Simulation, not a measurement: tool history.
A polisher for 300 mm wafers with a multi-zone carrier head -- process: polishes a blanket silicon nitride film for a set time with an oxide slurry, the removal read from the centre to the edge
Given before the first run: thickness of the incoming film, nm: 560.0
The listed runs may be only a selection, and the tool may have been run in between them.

run	day	flow of slurry (ml/min)	pressure of the head's centre zone	pressure of the head's middle zone	pressure of the head's edge zone	abrasive content of the slurry	polishing time (s)	film removed at the wafer's centre (nm)	film removed at mid-radius (nm)	film removed at the wafer's edge (nm)
1	0	190	1	1	1	1	69	74.548	76.556	77.058
2	0.125	190	0.99	1	0.98	0.95	69	71.76	74.667	73.16
3	0.471	185	0.97	0.99	0.97	0.95	69	69.301	72.188	72.314
4	0.792	180	0.96	0.99	0.95	0.95	69	69.523	72.896	72.38
5	1.138	180	0.88	0.99	0.95	0.95	69	62.87	73.358	71.972
6	1.346	145	0.88	0.99	0.95	0.95	69	60.92	70.182	70.581
7	1.604	145	0.88	0.99	0.94	0.9	69	57.797	67.239	67.049
8	1.833	145	0.88	0.99	0.93	0.9	69	58.161	66.894	67.909
9	2.142	150	0.89	0.99	0.92	0.9	69	58.602	69.023	67.158
10	2.45	150	0.9	0.98	0.91	0.9	69	60.301	68.496	68.031

Expected results for the next run?
11	2.696	150	0.91	0.98	0.91	0.85	69	?	?	?

{"run 11": {"film removed at the wafer's centre (nm)": 58.842, "film removed at mid-radius (nm)": 65.972, "film removed at the wafer's edge (nm)": 65.098}}
